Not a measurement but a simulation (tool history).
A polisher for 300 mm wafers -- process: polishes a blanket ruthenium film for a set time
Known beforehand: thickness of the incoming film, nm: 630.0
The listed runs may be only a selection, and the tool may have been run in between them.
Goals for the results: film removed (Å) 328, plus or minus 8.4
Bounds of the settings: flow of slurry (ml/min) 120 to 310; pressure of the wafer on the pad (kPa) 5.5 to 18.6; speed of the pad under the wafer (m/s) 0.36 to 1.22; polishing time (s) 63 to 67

run  hour  flow of slurry (ml/min)  pressure of the wafer on the pad (kPa)  speed of the pad under the wafer (m/s)  polishing time (s)  film removed (Å)
  1     0                      200                                    11.7                                    0.78                  63            368.79
  2   7.3                      200                                    11.7                                    0.78                  63            371.07
  3  10.5                      195                                      11                                    0.78                  63            347.71
  4  14.3                      195                                       9                                    0.78                  63            286.38
  5  23.1                      195                                       9                                    0.78                  63            284.17
  6  28.6                      205                                     9.7                                    0.78                  63            307.41
  7  30.7                      215                                     9.7                                    0.78                  63            310.79
  8  37.9                      225                                     9.7                                    0.78                  63            313.01
  9  43.9                      235                                     9.7                                    0.78                  63            313.75
 10    45                      240                                     9.7                                    0.78                  63            312.26
 11    48                      250                                    10.3                                    0.78                  63            337.45
 12  54.6                      245                                    10.3                                    0.78                  63            337.65

4 next moves are on the table. One of them brings every result within its allowed miss. Which?
  A  61.2                      240                                    10.3                                     0.7                  63                 ?
  B  61.2                      255                                    10.3                                     0.7                  63                 ?
  C  61.2                      215                                     9.7                                    0.84                  63                 ?
  D  61.2                      195                                       9                                    0.92                  67                 ?

move  film removed (Å)
   A             306.4
   B            308.44
   C            329.84
   D            348.62
A: takes the result that was furthest off past its target
B: takes the result that was furthest off past its target
C: all results land within tolerance of their targets
D: further off than the last run
Correct choice: C, which meets every target
